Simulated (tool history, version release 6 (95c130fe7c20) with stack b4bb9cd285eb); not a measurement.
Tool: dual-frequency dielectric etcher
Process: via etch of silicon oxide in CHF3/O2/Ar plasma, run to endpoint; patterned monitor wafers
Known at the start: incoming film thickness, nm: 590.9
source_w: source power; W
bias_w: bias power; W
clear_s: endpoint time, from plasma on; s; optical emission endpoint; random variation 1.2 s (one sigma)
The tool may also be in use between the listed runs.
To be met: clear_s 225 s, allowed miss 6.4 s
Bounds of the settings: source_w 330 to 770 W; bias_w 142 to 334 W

run 1 day=0 | source_w=550 bias_w=238 | clear_s=270.15
run 2 day=0.071 | source_w=510 bias_w=238 | clear_s=275.87
run 3 day=0.283 | source_w=530 bias_w=245 | clear_s=267.53
run 4 day=0.371 | source_w=550 bias_w=250 | clear_s=266.53
run 5 day=0.458 | source_w=610 bias_w=250 | clear_s=255.76
run 6 day=0.642 | source_w=540 bias_w=250 | clear_s=266.35
run 7 day=0.808 | source_w=560 bias_w=256 | clear_s=260.6
run 8 day=0.908 | source_w=580 bias_w=261 | clear_s=251.59
run 9 day=1.058 | source_w=590 bias_w=263 | clear_s=252.94

Which of these 5 next moves meets every target?
run A day=1.208 | source_w=580 bias_w=306 | clear_s=?
run B day=1.208 | source_w=700 bias_w=269 | clear_s=?
run C day=1.208 | source_w=630 bias_w=277 | clear_s=?
run D day=1.208 | source_w=610 bias_w=290 | clear_s=?
run E day=1.208 | source_w=770 bias_w=276 | clear_s=?

move=A clear_s=236.92
move=B clear_s=237.24
move=C clear_s=241.84
move=D clear_s=239.16
move=E clear_s=227.55
A: nearer than the last run, and not there yet
B: nearer than the last run, and not there yet
C: nearer than the last run, and not there yet
D: nearer than the last run, and not there yet
E: meets every target
The right move is E.
